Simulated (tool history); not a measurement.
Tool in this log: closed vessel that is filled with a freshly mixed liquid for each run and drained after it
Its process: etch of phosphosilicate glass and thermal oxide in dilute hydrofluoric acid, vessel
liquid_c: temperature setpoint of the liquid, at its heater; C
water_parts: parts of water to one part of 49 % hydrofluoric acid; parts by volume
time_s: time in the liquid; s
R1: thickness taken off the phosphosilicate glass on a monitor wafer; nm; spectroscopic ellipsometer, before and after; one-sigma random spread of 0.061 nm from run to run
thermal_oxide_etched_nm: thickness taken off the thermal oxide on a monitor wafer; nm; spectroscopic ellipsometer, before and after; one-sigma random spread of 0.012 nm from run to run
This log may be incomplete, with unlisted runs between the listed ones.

{"run": 1, "hour": 0.0, "liquid_c": 26.0, "water_parts": 285, "time_s": 60, "R1": 33.624, "thermal_oxide_etched_nm": 0.93627}
{"run": 2, "hour": 5.8, "liquid_c": 25.0, "water_parts": 315, "time_s": 60, "R1": 28.383, "thermal_oxide_etched_nm": 0.81502}
{"run": 3, "hour": 12.0, "liquid_c": 27.0, "water_parts": 315, "time_s": 60, "R1": 30.67, "thermal_oxide_etched_nm": 0.83183}
{"run": 4, "hour": 20.5, "liquid_c": 26.0, "water_parts": 345, "time_s": 60, "R1": 26.04, "thermal_oxide_etched_nm": 0.70153}
{"run": 5, "hour": 29.0, "liquid_c": 25.0, "water_parts": 370, "time_s": 60, "R1": 23.035, "thermal_oxide_etched_nm": 0.63743}
{"hour": 33.9, "done": "hydrofluoric acid flow meter replaced"}
{"run": 6, "hour": 33.9, "liquid_c": 26.5, "water_parts": 370, "time_s": 60, "R1": 21.92, "thermal_oxide_etched_nm": 0.60753}

Run 7 is up next; what results do you expect?
{"run": 7, "hour": 39.6, "liquid_c": 27.5, "water_parts": 480, "time_s": 50, "R1": "?", "thermal_oxide_etched_nm": "?"}

Run 7 came out at R1 13.243 nm, thermal_oxide_etched_nm 0.34111 nm.

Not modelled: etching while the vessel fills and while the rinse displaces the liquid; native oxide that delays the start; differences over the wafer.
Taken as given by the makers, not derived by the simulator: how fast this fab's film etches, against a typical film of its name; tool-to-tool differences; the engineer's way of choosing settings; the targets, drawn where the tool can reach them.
